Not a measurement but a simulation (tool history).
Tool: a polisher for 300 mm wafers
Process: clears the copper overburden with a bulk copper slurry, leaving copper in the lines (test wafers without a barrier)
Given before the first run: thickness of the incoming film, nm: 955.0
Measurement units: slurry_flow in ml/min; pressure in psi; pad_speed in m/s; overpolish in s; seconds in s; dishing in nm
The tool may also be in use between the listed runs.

Run 1, hour 0.0: slurry_flow 150 ml/min, pressure 2.6 psi, pad_speed 1.28 m/s, slurry_solids 1.0, overpolish 27 s. Result: seconds 76.560 s, dishing 82.899 nm.
Run 2, hour 5.4: slurry_flow 150 ml/min, pressure 2.6 psi, pad_speed 1.28 m/s, slurry_solids 1.0, overpolish 15 s. Result: seconds 78.050 s, dishing 68.553 nm.
Run 3, hour 8.2: slurry_flow 150 ml/min, pressure 3.1 psi, pad_speed 1.28 m/s, slurry_solids 1.0, overpolish 15 s. Result: seconds 68.109 s, dishing 75.208 nm.
Run 4, hour 14.8: slurry_flow 145 ml/min, pressure 2.8 psi, pad_speed 1.24 m/s, slurry_solids 1.0, overpolish 21 s. Result: seconds 75.025 s, dishing 80.879 nm.
Run 5, hour 19.6: slurry_flow 145 ml/min, pressure 2.8 psi, pad_speed 1.12 m/s, slurry_solids 1.0, overpolish 21 s. Result: seconds 82.350 s, dishing 76.731 nm.
Run 6, hour 20.9: slurry_flow 145 ml/min, pressure 2.8 psi, pad_speed 1.12 m/s, slurry_solids 1.0, overpolish 32 s. Result: seconds 83.551 s, dishing 87.647 nm.

Run 7 is up next; what results do you expect?
Run 7, hour 22.6: slurry_flow 140 ml/min, pressure 2.6 psi, pad_speed 1.10 m/s, slurry_solids 1.0, overpolish 34 s. Result: seconds ?, dishing ?.

{"run 7": {"seconds": 90.46, "dishing": 85.301}}
